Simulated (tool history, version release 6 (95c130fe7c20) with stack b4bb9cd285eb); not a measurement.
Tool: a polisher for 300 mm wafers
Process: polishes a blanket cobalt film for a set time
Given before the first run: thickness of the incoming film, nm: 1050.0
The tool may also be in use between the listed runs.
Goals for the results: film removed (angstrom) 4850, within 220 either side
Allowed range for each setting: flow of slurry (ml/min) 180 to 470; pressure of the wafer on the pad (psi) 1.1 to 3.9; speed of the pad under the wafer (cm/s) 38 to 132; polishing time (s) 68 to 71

run,hour,flow of slurry (ml/min),pressure of the wafer on the pad (psi),speed of the pad under the wafer (cm/s),polishing time (s),film removed (angstrom)
1,0,300,2.5,84,68,3645.4
2,1.8,300,2.6,84,68,3686.5
3,3.3,230,2.6,84,68,3677.5
4,11.9,230,2.7,84,68,3783.9
5,18.3,230,2.8,84,68,3827
6,19.7,265,2.8,84,68,3983
7,26.8,265,2.9,84,68,4010.6
8,32.8,265,3,84,68,4210.6
9,36.6,265,3.1,84,68,4343.7

Pick the move, out of 5, that brings all results within their allowed miss; only one does.
A,40.4,255,3.1,82,70,?
B,40.4,180,3.5,86,68,?
C,40.4,180,3.2,82,71,?
D,40.4,260,3.1,84,68,?
E,40.4,235,3.2,84,69,?

move,film removed (angstrom)
A,4372.2
B,4837.2
C,4421.8
D,4353.7
E,4515.6
A: nearer the targets than the last run, but a result is still out of spec
B: all results in spec
C: nearer the targets than the last run, but a result is still out of spec
D: roughly where the last run was
E: nearer the targets than the last run, but a result is still out of spec
Correct choice: B, which meets every target
